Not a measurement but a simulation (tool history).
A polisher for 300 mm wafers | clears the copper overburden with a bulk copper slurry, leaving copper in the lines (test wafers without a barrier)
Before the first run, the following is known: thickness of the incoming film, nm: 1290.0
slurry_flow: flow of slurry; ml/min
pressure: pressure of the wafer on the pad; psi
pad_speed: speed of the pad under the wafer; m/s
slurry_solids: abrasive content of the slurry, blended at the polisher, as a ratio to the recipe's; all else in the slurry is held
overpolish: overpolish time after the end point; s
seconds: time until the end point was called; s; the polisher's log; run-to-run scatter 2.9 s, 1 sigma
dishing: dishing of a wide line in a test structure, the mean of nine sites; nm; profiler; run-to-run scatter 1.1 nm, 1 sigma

run 1 hour=0 | slurry_flow=270 pressure=2.9 pad_speed=1.08 slurry_solids=1 overpolish=21 | seconds=118.59 dishing=99.427
run 2 hour=0.7 | slurry_flow=270 pressure=2.4 pad_speed=1.08 slurry_solids=1 overpolish=21 | seconds=135.27 dishing=92.73
run 3 hour=2.1 | slurry_flow=270 pressure=2.4 pad_speed=1.08 slurry_solids=1.15 overpolish=21 | seconds=128.53 dishing=93.677
run 4 hour=7.4 | slurry_flow=270 pressure=2.4 pad_speed=1.08 slurry_solids=1.35 overpolish=21 | seconds=124.23 dishing=95.204
run 5 hour=11.4 | slurry_flow=270 pressure=2.4 pad_speed=1.08 slurry_solids=1.35 overpolish=28 | seconds=119.83 dishing=106.21
run 6 hour=19.3 | slurry_flow=330 pressure=2.4 pad_speed=1.08 slurry_solids=1.35 overpolish=28 | seconds=124.47 dishing=107.97
run 7 hour=21 | slurry_flow=330 pressure=2.2 pad_speed=1.08 slurry_solids=1.35 overpolish=28 | seconds=132.04 dishing=101.44

Run 8, settings as shown, results not yet in. Your forecast:
run 8 hour=24.5 | slurry_flow=330 pressure=2.1 pad_speed=1.06 slurry_solids=1.35 overpolish=29 | seconds=? dishing=?

Run 8 yielded seconds 140.09 s, dishing 102.24 nm.
